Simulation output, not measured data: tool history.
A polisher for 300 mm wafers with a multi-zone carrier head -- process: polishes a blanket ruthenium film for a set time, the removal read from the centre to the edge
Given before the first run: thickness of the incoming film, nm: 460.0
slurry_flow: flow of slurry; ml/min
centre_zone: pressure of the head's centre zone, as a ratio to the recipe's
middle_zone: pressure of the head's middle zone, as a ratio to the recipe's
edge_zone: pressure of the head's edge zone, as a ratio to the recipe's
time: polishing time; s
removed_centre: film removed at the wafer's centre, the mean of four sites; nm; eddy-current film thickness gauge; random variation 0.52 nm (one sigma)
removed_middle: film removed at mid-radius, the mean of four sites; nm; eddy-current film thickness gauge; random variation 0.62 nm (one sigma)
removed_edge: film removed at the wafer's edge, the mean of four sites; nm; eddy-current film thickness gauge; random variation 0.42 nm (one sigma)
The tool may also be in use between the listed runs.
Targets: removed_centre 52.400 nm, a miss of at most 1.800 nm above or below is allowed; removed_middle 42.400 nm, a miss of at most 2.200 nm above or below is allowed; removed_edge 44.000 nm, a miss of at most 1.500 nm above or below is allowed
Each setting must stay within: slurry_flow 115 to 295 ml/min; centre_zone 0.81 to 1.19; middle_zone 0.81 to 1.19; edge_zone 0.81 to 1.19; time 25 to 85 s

| run | hour | slurry_flow | centre_zone | middle_zone | edge_zone | time | removed_centre | removed_middle | removed_edge |
|---|---|---|---|---|---|---|---|---|---|
| 1 | 0.0 | 190 | 1.00 | 1.00 | 1.00 | 55 | 72.546 | 69.092 | 70.360 |
| 2 | 3.5 | 190 | 1.01 | 0.99 | 0.99 | 53 | 70.208 | 68.574 | 66.905 |
| 3 | 7.7 | 190 | 1.01 | 0.99 | 0.99 | 47 | 61.601 | 59.043 | 60.647 |
| 4 | 10.1 | 190 | 1.02 | 0.98 | 0.98 | 46 | 62.479 | 58.202 | 58.699 |
| 5 | 16.7 | 190 | 1.02 | 0.97 | 0.97 | 45 | 60.588 | 56.084 | 56.939 |
| 6 | 18.0 | 190 | 1.02 | 0.96 | 0.96 | 44 | 58.457 | 54.033 | 55.181 |
| 7 | 20.0 | 175 | 1.11 | 0.87 | 0.86 | 35 | 49.440 | 39.176 | 42.093 |
| 8 | 28.3 | 180 | 1.11 | 0.87 | 0.86 | 35 | 51.136 | 40.159 | 42.793 |

Exercise: of the 4 proposed moves below, exactly one satisfies all targets within the stated allowed misses. Which move is it?
| A | 36.6 | 160 | 1.12 | 0.81 | 0.90 | 36 | ? | ? | ? |
| B | 36.6 | 180 | 1.10 | 0.90 | 0.85 | 37 | ? | ? | ? |
| C | 36.6 | 115 | 1.10 | 0.88 | 0.82 | 38 | ? | ? | ? |
| D | 36.6 | 190 | 1.09 | 0.81 | 0.93 | 36 | ? | ? | ? |

| move | removed_centre | removed_middle | removed_edge |
|---|---|---|---|
| A | 51.493 | 36.423 | 43.418 |
| B | 53.077 | 41.550 | 44.261 |
| C | 50.058 | 38.846 | 42.567 |
| D | 51.590 | 37.351 | 44.737 |
A: lands further from the targets than the last run did
B: hits every target within its allowed miss
C: lands further from the targets than the last run did
D: lands further from the targets than the last run did
Answer: B

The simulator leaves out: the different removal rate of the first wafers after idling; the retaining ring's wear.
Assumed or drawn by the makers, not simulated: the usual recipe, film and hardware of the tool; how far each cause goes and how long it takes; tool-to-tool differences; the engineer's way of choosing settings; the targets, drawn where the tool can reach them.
